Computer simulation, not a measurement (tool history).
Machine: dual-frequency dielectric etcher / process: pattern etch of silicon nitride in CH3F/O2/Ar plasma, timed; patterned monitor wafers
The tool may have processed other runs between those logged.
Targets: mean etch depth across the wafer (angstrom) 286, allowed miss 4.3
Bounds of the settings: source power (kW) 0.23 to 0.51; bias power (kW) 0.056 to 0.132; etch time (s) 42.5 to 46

| run | hour | source power (kW) | bias power (kW) | etch time (s) | mean etch depth across the wafer (angstrom) |
|---|---|---|---|---|---|
| 1 | 0 | 0.37 | 0.094 | 46 | 322.68 |
| 2 | 2.2 | 0.35 | 0.093 | 46 | 312.93 |
| 3 | 6 | 0.34 | 0.093 | 46 | 311.94 |
| 4 | 9.9 | 0.33 | 0.092 | 46 | 305.67 |
| 5 | 18.8 | 0.33 | 0.098 | 46 | 311.68 |
| 6 | 24.7 | 0.37 | 0.098 | 46 | 324.21 |
| 7 | 27.4 | 0.35 | 0.097 | 46 | 316.76 |
| 8 | 32.4 | 0.33 | 0.096 | 46 | 306.68 |

Exactly one of the 4 candidate moves below puts every result within its allowed miss. Which one?
| A | 37.4 | 0.37 | 0.092 | 43 | ? |
| B | 37.4 | 0.32 | 0.091 | 42.5 | ? |
| C | 37.4 | 0.34 | 0.092 | 44.5 | ? |
| D | 37.4 | 0.35 | 0.088 | 42.5 | ? |

| move | mean etch depth across the wafer (angstrom) |
|---|---|
| A | 299.56 |
| B | 278.39 |
| C | 299.61 |
| D | 286.16 |
A: moves toward the targets from the last run without getting all of them in spec
B: carries the result that was furthest off beyond its target, to the other side
C: moves toward the targets from the last run without getting all of them in spec
D: all results land within tolerance of their targets
The move that meets every target is D.

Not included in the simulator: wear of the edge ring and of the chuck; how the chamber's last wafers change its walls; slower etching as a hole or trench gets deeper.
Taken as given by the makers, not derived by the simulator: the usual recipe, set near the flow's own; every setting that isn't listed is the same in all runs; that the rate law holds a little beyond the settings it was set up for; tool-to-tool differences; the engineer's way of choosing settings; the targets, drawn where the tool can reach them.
